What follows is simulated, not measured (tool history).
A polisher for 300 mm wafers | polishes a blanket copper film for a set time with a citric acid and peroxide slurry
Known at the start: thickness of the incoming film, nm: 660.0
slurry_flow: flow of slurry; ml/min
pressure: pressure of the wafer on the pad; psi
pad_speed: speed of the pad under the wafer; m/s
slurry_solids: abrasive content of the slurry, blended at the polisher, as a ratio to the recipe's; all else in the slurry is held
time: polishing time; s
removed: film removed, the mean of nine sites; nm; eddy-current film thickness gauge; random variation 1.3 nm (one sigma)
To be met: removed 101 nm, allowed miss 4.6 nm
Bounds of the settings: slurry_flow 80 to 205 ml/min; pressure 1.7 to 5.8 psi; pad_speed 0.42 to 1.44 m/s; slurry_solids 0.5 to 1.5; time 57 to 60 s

run  hour  slurry_flow  pressure  pad_speed  slurry_solids  time  removed
  1     0          135       3.7       0.92              1    57   119.11
  2   7.3          115       3.7       0.92              1    57   113.59
  3   9.4          115       3.7       0.92            0.9    57   109.23
  4  14.3          115       4.2       0.92            0.9    57   121.45
  5    20          145       4.2       0.92            0.9    57   131.86
     24.5  -- slurry blender recalibrated
  6  24.5          160       4.2       0.92            0.9    57   138.27
  7  30.9          150         4       0.92            0.9    57    135.4
  8    39          135       3.9       0.92            0.9    57   127.17
  9  45.3          125       3.7       0.92            0.9    57   118.81
 10  52.9          120       3.6       0.92            0.9    57   115.14

Which of these 5 next moves meets every target?
  A  60.5          135       3.4       0.72              1    57        ?
  B  60.5          155       3.5       0.92            0.8    57        ?
  C  60.5          105       3.6       0.84           0.85    57        ?
  D  60.5          115       3.4        0.9           0.85    60        ?
  E  60.5          115       3.3        0.8           0.85    57        ?

move  removed
   A   93.242
   B   114.93
   C   102.96
   D      111
   E   92.478
A: takes the result that was furthest off past its target
B: as far off as the last run
C: meets every target
D: nearer than the last run, and not there yet
E: takes the result that was furthest off past its target
Move C is the one to make.

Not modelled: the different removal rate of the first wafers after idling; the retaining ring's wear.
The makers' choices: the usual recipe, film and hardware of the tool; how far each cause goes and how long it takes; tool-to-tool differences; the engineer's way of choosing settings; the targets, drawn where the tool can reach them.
